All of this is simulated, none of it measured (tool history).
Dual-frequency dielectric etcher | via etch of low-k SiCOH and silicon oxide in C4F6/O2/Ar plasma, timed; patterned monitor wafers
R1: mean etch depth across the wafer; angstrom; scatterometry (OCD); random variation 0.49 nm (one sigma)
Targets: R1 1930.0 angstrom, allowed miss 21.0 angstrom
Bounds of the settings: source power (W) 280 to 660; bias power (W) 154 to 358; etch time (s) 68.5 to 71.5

run 1 hour=0.0 | source_power_(W)=470 bias_power_(W)=256 etch_time_(s)=68.5 | R1=2433.7
run 2 hour=7.0 | source_power_(W)=430 bias_power_(W)=244 etch_time_(s)=68.5 | R1=2277.5
run 3 hour=10.0 | source_power_(W)=490 bias_power_(W)=244 etch_time_(s)=68.5 | R1=2469.7
run 4 hour=13.2 | source_power_(W)=450 bias_power_(W)=243 etch_time_(s)=68.5 | R1=2344.8
run 5 hour=21.8 | source_power_(W)=450 bias_power_(W)=283 etch_time_(s)=68.5 | R1=2461.6
run 6 hour=23.6 | source_power_(W)=420 bias_power_(W)=275 etch_time_(s)=68.5 | R1=2322.0
run 7 hour=26.1 | source_power_(W)=390 bias_power_(W)=274 etch_time_(s)=68.5 | R1=2226.9
run 8 hour=29.1 | source_power_(W)=370 bias_power_(W)=274 etch_time_(s)=68.5 | R1=2133.1
run 9 hour=33.2 | source_power_(W)=370 bias_power_(W)=274 etch_time_(s)=68.5 | R1=2144.4
run 10 hour=35.6 | source_power_(W)=280 bias_power_(W)=244 etch_time_(s)=68.5 | R1=1627.5
run 11 hour=39.8 | source_power_(W)=300 bias_power_(W)=244 etch_time_(s)=68.5 | R1=1742.4
run 12 hour=44.2 | source_power_(W)=310 bias_power_(W)=244 etch_time_(s)=68.5 | R1=1795.2
run 13 hour=52.4 | source_power_(W)=320 bias_power_(W)=244 etch_time_(s)=68.5 | R1=1840.8

4 next moves are on the table. One of them brings every result within its allowed miss. Which?
run A hour=60.6 | source_power_(W)=300 bias_power_(W)=266 etch_time_(s)=71.5 | R1=?
run B hour=60.6 | source_power_(W)=330 bias_power_(W)=226 etch_time_(s)=69.5 | R1=?
run C hour=60.6 | source_power_(W)=350 bias_power_(W)=223 etch_time_(s)=69.0 | R1=?
run D hour=60.6 | source_power_(W)=300 bias_power_(W)=246 etch_time_(s)=70.0 | R1=?

move=A R1=1874.5
move=B R1=1872.2
move=C R1=1937.6
move=D R1=1788.2
A: nearer than the last run, and not there yet
B: nearer than the last run, and not there yet
C: meets every target
D: further off than the last run
Answer: C
